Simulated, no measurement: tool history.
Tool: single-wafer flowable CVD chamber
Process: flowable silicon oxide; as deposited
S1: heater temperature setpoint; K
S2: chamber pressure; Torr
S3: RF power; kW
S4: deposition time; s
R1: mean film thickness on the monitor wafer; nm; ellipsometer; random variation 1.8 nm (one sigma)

run,hour,S1,S2,S3,S4,R1
1,0.0,373.15,0.955,2.375,501,442.64
2,7.2,373.15,0.955,2.375,478,420.69
3,11.1,364.15,0.955,2.375,478,591.37
4,13.4,365.15,0.955,2.375,478,569.41
5,18.8,366.15,0.955,2.375,478,546.61
6,22.8,366.15,0.955,2.375,501,579.02
7,28.6,367.15,0.955,2.375,501,555.23

Run 8 comes next. What will it give?
8,31.1,368.15,0.955,2.375,501,?

{"run 8": {"R1": 533.57}}
